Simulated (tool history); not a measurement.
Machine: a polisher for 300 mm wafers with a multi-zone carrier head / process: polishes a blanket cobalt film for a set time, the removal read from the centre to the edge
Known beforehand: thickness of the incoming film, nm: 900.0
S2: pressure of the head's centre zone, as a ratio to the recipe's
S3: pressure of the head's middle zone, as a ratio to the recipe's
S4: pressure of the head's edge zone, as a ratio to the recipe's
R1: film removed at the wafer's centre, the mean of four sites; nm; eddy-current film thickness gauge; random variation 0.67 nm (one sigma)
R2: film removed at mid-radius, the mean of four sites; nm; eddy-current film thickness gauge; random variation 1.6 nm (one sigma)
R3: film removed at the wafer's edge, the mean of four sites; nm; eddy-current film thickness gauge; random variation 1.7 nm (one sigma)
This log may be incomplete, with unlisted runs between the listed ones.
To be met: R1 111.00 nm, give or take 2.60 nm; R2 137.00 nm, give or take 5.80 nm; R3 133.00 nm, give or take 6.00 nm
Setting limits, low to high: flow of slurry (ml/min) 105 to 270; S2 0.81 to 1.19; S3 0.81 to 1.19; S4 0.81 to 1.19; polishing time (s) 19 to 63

Run 1, hour 0.0: flow of slurry (ml/min) 175, S2 1.00, S3 1.00, S4 1.00, polishing time (s) 41. Result: R1 154.63 nm, R2 158.44 nm, R3 155.47 nm.
Run 2, hour 1.9: flow of slurry (ml/min) 165, S2 0.96, S3 0.99, S4 0.98, polishing time (s) 40. Result: R1 140.47 nm, R2 150.55 nm, R3 147.29 nm.
Run 3, hour 2.5: flow of slurry (ml/min) 155, S2 0.93, S3 0.98, S4 0.97, polishing time (s) 40. Result: R1 135.96 nm, R2 149.80 nm, R3 145.74 nm.
Run 4, hour 10.4: flow of slurry (ml/min) 155, S2 0.93, S3 0.98, S4 0.90, polishing time (s) 40. Result: R1 135.95 nm, R2 146.62 nm, R3 139.33 nm.
Run 5, hour 19.3: flow of slurry (ml/min) 145, S2 0.90, S3 0.97, S4 0.91, polishing time (s) 40. Result: R1 130.67 nm, R2 145.48 nm, R3 142.82 nm.
Run 6, hour 23.5: flow of slurry (ml/min) 140, S2 0.88, S3 0.97, S4 0.90, polishing time (s) 39. Result: R1 123.14 nm, R2 136.36 nm, R3 136.28 nm.
Run 7, hour 31.1: flow of slurry (ml/min) 110, S2 0.81, S3 1.06, S4 0.93, polishing time (s) 39. Result: R1 106.47 nm, R2 143.30 nm, R3 130.08 nm.
Run 8, hour 36.0: flow of slurry (ml/min) 115, S2 0.81, S3 1.05, S4 0.93, polishing time (s) 39. Result: R1 107.91 nm, R2 142.65 nm, R3 135.90 nm.

Of the 4 settings listed for the next run, only one would bring every result within its allowed miss of target. Which one?
Run A, hour 40.9: flow of slurry (ml/min) 105, S2 0.83, S3 1.12, S4 0.89, polishing time (s) 40. Result: R1 ?, R2 ?, R3 ?.
Run B, hour 40.9: flow of slurry (ml/min) 110, S2 0.83, S3 1.04, S4 0.95, polishing time (s) 38. Result: R1 ?, R2 ?, R3 ?.
Run C, hour 40.9: flow of slurry (ml/min) 125, S2 0.87, S3 1.04, S4 1.01, polishing time (s) 37. Result: R1 ?, R2 ?, R3 ?.
Run D, hour 40.9: flow of slurry (ml/min) 130, S2 0.89, S3 1.04, S4 1.17, polishing time (s) 34. Result: R1 ?, R2 ?, R3 ?.

move      R1      R2      R3
   A  110.09  150.99  132.38
   B  106.03  136.31  130.86
   C  111.96  136.89  134.07
   D  106.23  126.86  133.49
A: gets the furthest-off result to its target, but another result is out of tolerance
B: moves away from the targets compared with the last run
C: every result lands within tolerance
D: moves away from the targets compared with the last run
The move that meets every target is C.

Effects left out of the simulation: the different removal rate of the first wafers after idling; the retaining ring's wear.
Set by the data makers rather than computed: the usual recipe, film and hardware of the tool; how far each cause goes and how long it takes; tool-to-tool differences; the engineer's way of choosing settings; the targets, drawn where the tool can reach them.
